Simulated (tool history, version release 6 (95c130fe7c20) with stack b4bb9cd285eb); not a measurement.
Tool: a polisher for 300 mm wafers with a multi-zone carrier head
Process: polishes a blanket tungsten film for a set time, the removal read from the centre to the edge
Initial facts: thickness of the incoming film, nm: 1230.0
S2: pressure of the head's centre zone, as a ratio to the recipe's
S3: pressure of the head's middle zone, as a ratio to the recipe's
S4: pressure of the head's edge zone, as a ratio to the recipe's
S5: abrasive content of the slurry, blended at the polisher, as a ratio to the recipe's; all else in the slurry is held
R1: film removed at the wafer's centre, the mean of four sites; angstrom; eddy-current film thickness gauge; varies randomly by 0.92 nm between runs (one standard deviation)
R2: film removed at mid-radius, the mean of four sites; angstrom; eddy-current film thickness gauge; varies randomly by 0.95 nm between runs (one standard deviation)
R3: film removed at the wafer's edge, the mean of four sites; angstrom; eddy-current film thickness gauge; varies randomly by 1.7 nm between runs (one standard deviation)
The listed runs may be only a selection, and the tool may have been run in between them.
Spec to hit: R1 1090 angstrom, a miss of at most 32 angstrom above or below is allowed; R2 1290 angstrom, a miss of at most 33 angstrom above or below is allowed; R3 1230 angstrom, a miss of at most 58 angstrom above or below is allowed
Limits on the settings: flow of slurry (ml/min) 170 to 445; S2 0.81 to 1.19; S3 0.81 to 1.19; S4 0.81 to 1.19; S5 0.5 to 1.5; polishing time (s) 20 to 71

run 1 hour=0 | flow_of_slurry_(ml/min)=285 S2=1 S3=1 S4=1 S5=1 polishing_time_(s)=45 | R1=1570.4 R2=1580.8 R3=1587
run 2 hour=2.3 | flow_of_slurry_(ml/min)=285 S2=1 S3=0.91 S4=1 S5=1 polishing_time_(s)=45 | R1=1560.9 R2=1426 R3=1603.6
run 3 hour=4.7 | flow_of_slurry_(ml/min)=325 S2=1 S3=0.91 S4=1 S5=1 polishing_time_(s)=45 | R1=1588.7 R2=1474.4 R3=1615.6
run 4 hour=13.2 | flow_of_slurry_(ml/min)=325 S2=1 S3=0.91 S4=1.05 S5=1 polishing_time_(s)=45 | R1=1602.7 R2=1487.1 R3=1629.2
run 5 hour=21.8 | flow_of_slurry_(ml/min)=325 S2=0.95 S3=0.91 S4=1.05 S5=1 polishing_time_(s)=45 | R1=1520.4 R2=1470.5 R3=1630.5
run 6 hour=26 | flow_of_slurry_(ml/min)=325 S2=0.95 S3=0.91 S4=1.05 S5=1 polishing_time_(s)=50 | R1=1679.2 R2=1642.3 R3=1861.8
run 7 hour=34.9 | flow_of_slurry_(ml/min)=340 S2=0.93 S3=0.93 S4=1.03 S5=0.9 polishing_time_(s)=47 | R1=1536.3 R2=1562.8 R3=1687.6
run 8 hour=41.5 | flow_of_slurry_(ml/min)=345 S2=0.91 S3=0.95 S4=1.01 S5=0.8 polishing_time_(s)=45 | R1=1411.8 R2=1480.2 R3=1560.7
run 9 hour=45.8 | flow_of_slurry_(ml/min)=340 S2=0.89 S3=0.97 S4=0.98 S5=0.75 polishing_time_(s)=44 | R1=1321.1 R2=1449.2 R3=1454.5
run 10 hour=50.3 | flow_of_slurry_(ml/min)=320 S2=0.87 S3=0.97 S4=0.95 S5=0.7 polishing_time_(s)=44 | R1=1300.2 R2=1411.2 R3=1412.2
run 11 hour=57.7 | flow_of_slurry_(ml/min)=315 S2=0.86 S3=0.98 S4=0.95 S5=0.65 polishing_time_(s)=43 | R1=1208.2 R2=1375.6 R3=1368

Next run, 5 choices. One meets every target within its allowed miss, the rest don't. Which?
run A hour=65.1 | flow_of_slurry_(ml/min)=280 S2=0.83 S3=1.14 S4=0.83 S5=0.6 polishing_time_(s)=38 | R1=? R2=? R3=?
run B hour=65.1 | flow_of_slurry_(ml/min)=260 S2=0.88 S3=1.07 S4=1 S5=0.6 polishing_time_(s)=39 | R1=? R2=? R3=?
run C hour=65.1 | flow_of_slurry_(ml/min)=295 S2=0.89 S3=0.93 S4=1.02 S5=0.75 polishing_time_(s)=39 | R1=? R2=? R3=?
run D hour=65.1 | flow_of_slurry_(ml/min)=315 S2=0.91 S3=0.91 S4=0.92 S5=1.15 polishing_time_(s)=40 | R1=? R2=? R3=?
run E hour=65.1 | flow_of_slurry_(ml/min)=355 S2=0.89 S3=0.89 S4=1.01 S5=0.6 polishing_time_(s)=41 | R1=? R2=? R3=?

move=A R1=1004.6 R2=1339.8 R3=1085.5
move=B R1=1076 R2=1290.2 R3=1207.2
move=C R1=1152.1 R2=1214 R3=1288.8
move=D R1=1326.9 R2=1344.9 R3=1382.3
move=E R1=1183.2 R2=1200.2 R3=1310.4
A: the result that was furthest off in the last run now lies on the other side of its target
B: every result lands within tolerance
C: closes in on the targets versus the last run, not all within tolerance yet
D: the biggest miss grows against the last run
E: closes in on the targets versus the last run, not all within tolerance yet
The right move is B.
